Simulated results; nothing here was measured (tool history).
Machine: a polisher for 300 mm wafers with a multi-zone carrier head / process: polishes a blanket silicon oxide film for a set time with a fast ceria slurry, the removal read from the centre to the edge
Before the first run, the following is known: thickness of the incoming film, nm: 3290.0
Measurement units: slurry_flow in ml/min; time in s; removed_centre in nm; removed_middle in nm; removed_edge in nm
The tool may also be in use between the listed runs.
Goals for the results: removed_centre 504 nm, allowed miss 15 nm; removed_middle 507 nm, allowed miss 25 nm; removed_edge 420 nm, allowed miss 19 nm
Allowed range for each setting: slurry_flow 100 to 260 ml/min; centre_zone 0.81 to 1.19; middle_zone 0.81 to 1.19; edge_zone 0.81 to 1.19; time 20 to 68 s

Run 1, hour 0: slurry_flow 165 ml/min, centre_zone 1, middle_zone 1, edge_zone 1, time 44 s. Result: removed_centre 370.22 nm, removed_middle 325.02 nm, removed_edge 310.77 nm.
Run 2, hour 6.7: slurry_flow 180 ml/min, centre_zone 1.01, middle_zone 1.06, edge_zone 1.02, time 47 s. Result: removed_centre 400.89 nm, removed_middle 365.92 nm, removed_edge 346.08 nm.
Run 3, hour 10.2: slurry_flow 190 ml/min, centre_zone 1.02, middle_zone 1.1, edge_zone 0.99, time 50 s. Result: removed_centre 435.51 nm, removed_middle 408.91 nm, removed_edge 366.87 nm.
Run 4, hour 14: slurry_flow 190 ml/min, centre_zone 1.02, middle_zone 1.1, edge_zone 0.99, time 39 s. Result: removed_centre 335.46 nm, removed_middle 326.77 nm, removed_edge 283.59 nm.
Run 5, hour 19.4: slurry_flow 190 ml/min, centre_zone 1.02, middle_zone 1.1, edge_zone 1.03, time 39 s. Result: removed_centre 336.18 nm, removed_middle 319.14 nm, removed_edge 289.48 nm.
Run 6, hour 23.4: slurry_flow 205 ml/min, centre_zone 1.03, middle_zone 1.13, edge_zone 1.01, time 44 s. Result: removed_centre 391.68 nm, removed_middle 375.58 nm, removed_edge 326.93 nm.
Run 7, hour 24.7: slurry_flow 205 ml/min, centre_zone 1.03, middle_zone 1.13, edge_zone 1.01, time 44 s. Result: removed_centre 392.66 nm, removed_middle 362.67 nm, removed_edge 326.61 nm.
Run 8, hour 26.1: slurry_flow 190 ml/min, centre_zone 1.03, middle_zone 1.14, edge_zone 0.99, time 48 s. Result: removed_centre 428.12 nm, removed_middle 403.74 nm, removed_edge 339.82 nm.
Run 9, hour 27: slurry_flow 205 ml/min, centre_zone 1.02, middle_zone 1.16, edge_zone 0.98, time 50 s. Result: removed_centre 440.97 nm, removed_middle 428.51 nm, removed_edge 362.85 nm.

Which of these 5 next moves meets every target?
Run A, hour 27.9: slurry_flow 240 ml/min, centre_zone 0.86, middle_zone 0.91, edge_zone 1.18, time 49 s. Result: removed_centre ?, removed_middle ?, removed_edge ?.
Run B, hour 27.9: slurry_flow 240 ml/min, centre_zone 0.9, middle_zone 1.08, edge_zone 1.08, time 61 s. Result: removed_centre ?, removed_middle ?, removed_edge ?.
Run C, hour 27.9: slurry_flow 180 ml/min, centre_zone 0.99, middle_zone 0.96, edge_zone 1.09, time 55 s. Result: removed_centre ?, removed_middle ?, removed_edge ?.
Run D, hour 27.9: slurry_flow 185 ml/min, centre_zone 0.99, middle_zone 1.14, edge_zone 0.88, time 61 s. Result: removed_centre ?, removed_middle ?, removed_edge ?.
Run E, hour 27.9: slurry_flow 100 ml/min, centre_zone 1.19, middle_zone 1.19, edge_zone 0.87, time 47 s. Result: removed_centre ?, removed_middle ?, removed_edge ?.

move  removed_centre  removed_middle  removed_edge
   A           371.2          351.88        387.51
   B          484.17          506.05        460.76
   C          458.57          396.41        405.63
   D          511.74          511.18        408.13
   E          406.92          357.09        284.57
A: lands further from the targets than the last run did
B: nearer the targets than the last run, but a result is still out of spec
C: lands further from the targets than the last run did
D: all results in spec
E: lands further from the targets than the last run did
Move D is the one to make.
